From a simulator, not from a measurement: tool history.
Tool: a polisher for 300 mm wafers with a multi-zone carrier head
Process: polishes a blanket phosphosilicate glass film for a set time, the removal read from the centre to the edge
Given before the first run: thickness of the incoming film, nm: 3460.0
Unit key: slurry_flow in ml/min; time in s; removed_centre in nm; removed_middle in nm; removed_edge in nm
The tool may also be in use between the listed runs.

{"run": 1, "day": 0.0, "slurry_flow": 295, "centre_zone": 1, "middle_zone": 1, "edge_zone": 1, "slurry_solids": 1, "time": 47, "removed_centre": 421.52, "removed_middle": 435.27, "removed_edge": 424.47}
{"run": 2, "day": 0.079, "slurry_flow": 295, "centre_zone": 1.04, "middle_zone": 1, "edge_zone": 1, "slurry_solids": 1, "time": 47, "removed_centre": 453.97, "removed_middle": 433.32, "removed_edge": 425.14}
{"run": 3, "day": 0.292, "slurry_flow": 255, "centre_zone": 1.04, "middle_zone": 1, "edge_zone": 1, "slurry_solids": 1, "time": 47, "removed_centre": 448.74, "removed_middle": 423.24, "removed_edge": 413.52}
{"run": 4, "day": 0.412, "slurry_flow": 255, "centre_zone": 1.04, "middle_zone": 1, "edge_zone": 1, "slurry_solids": 1, "time": 56, "removed_centre": 529.78, "removed_middle": 503.26, "removed_edge": 493.85}
{"run": 5, "day": 0.554, "slurry_flow": 320, "centre_zone": 1.04, "middle_zone": 1, "edge_zone": 1, "slurry_solids": 1, "time": 56, "removed_centre": 529.93, "removed_middle": 523.25, "removed_edge": 511.59}
{"run": 6, "day": 0.879, "slurry_flow": 320, "centre_zone": 1.01, "middle_zone": 1, "edge_zone": 1, "slurry_solids": 1, "time": 56, "removed_centre": 527.35, "removed_middle": 524.17, "removed_edge": 508.17}
{"run": 7, "day": 1.012, "slurry_flow": 310, "centre_zone": 0.99, "middle_zone": 0.98, "edge_zone": 0.98, "slurry_solids": 0.95, "time": 53, "removed_centre": 467.75, "removed_middle": 472, "removed_edge": 462.61}
{"run": 8, "day": 1.296, "slurry_flow": 300, "centre_zone": 0.97, "middle_zone": 0.96, "edge_zone": 0.96, "slurry_solids": 0.9, "time": 50, "removed_centre": 420.36, "removed_middle": 420.43, "removed_edge": 413.85}
{"run": 9, "day": 1.388, "slurry_flow": 295, "centre_zone": 0.95, "middle_zone": 0.94, "edge_zone": 0.95, "slurry_solids": 0.85, "time": 48, "removed_centre": 371.67, "removed_middle": 377.77, "removed_edge": 384.87}
{"run": 10, "day": 1.733, "slurry_flow": 285, "centre_zone": 0.94, "middle_zone": 0.93, "edge_zone": 0.93, "slurry_solids": 0.8, "time": 47, "removed_centre": 333.95, "removed_middle": 353.68, "removed_edge": 356.07}

Run 11, settings as shown, results not yet in. Your forecast:
{"run": 11, "day": 1.929, "slurry_flow": 275, "centre_zone": 0.94, "middle_zone": 0.91, "edge_zone": 0.91, "slurry_solids": 0.75, "time": 46, "removed_centre": "?", "removed_middle": "?", "removed_edge": "?"}

Run 11 measured removed_centre 320.46 nm, removed_middle 322.7 nm, removed_edge 330.19 nm.

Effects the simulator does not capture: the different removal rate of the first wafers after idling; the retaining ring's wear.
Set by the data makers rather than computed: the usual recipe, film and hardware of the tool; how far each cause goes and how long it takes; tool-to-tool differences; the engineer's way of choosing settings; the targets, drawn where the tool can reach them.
